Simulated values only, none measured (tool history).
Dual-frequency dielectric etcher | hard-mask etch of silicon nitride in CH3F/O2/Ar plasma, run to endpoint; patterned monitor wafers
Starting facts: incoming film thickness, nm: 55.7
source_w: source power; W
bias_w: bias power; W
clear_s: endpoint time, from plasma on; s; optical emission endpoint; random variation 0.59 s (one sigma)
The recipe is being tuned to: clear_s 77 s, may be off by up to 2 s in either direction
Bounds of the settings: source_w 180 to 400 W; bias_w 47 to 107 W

run  hour  source_w  bias_w  clear_s
  1     0       290      77   89.565
  2   5.3       270      77   90.523
  3  11.8       290      77   89.349
  4  14.6       270      77   91.477
  5  16.5       270      64   97.842
  6  22.7       270      59   102.61
  7    26       270      59    101.1
  8  30.1       300      68   92.352
  9  38.3       330      72   86.736
 10  40.3       350      75   82.633
 11  41.2       360      76   81.937
 12  46.5       370      77   79.225

Which of these 5 next moves meets every target?
  A  51.8       390      70        ?
  B  51.8       380      73        ?
  C  51.8       340      80        ?
  D  51.8       380      82        ?
  E  51.8       400      89        ?

move  clear_s
   A    82.66
   B   82.132
   C   82.765
   D   78.334
   E   74.209
A: its largest miss is bigger than the last run's
B: its largest miss is bigger than the last run's
C: its largest miss is bigger than the last run's
D: all results in spec
E: pushes the last run's worst result past its target
Move D is the one to make.
